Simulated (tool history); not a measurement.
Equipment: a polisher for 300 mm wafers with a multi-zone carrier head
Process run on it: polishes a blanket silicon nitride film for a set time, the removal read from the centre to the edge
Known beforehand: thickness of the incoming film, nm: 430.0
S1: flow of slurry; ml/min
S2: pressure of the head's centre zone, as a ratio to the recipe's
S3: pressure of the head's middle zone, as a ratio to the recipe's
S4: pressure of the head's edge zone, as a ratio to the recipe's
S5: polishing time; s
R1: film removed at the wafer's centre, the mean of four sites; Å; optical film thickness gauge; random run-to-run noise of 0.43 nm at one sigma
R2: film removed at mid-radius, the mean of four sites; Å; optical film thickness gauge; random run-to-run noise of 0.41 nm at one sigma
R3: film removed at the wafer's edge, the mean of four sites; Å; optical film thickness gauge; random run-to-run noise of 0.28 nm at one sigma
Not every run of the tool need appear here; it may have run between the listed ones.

run	hour	S1	S2	S3	S4	S5	R1	R2	R3
1	0.0	135	1.00	1.00	1.00	48	630.07	620.70	609.76
2	7.0	135	0.97	1.00	1.00	48	598.45	629.86	611.41
3	15.4	135	0.97	1.08	1.00	48	610.96	670.69	617.23
4	20.2	130	0.97	1.03	0.98	44	552.22	592.67	556.36
5	27.4	125	0.97	0.99	0.97	41	507.97	515.24	516.53
6	32.7	125	0.97	0.99	0.97	52	659.09	663.64	647.19
7	39.5	120	0.96	0.97	0.94	47	572.97	592.59	592.15
8	45.0	120	0.97	0.97	0.94	42	515.46	527.73	526.10

Expected results for the next run?
9	52.6	120	0.98	0.96	0.93	39	?	?	?

Run 9 yielded R1 489.21 Å, R2 477.78 Å, R3 486.21 Å.
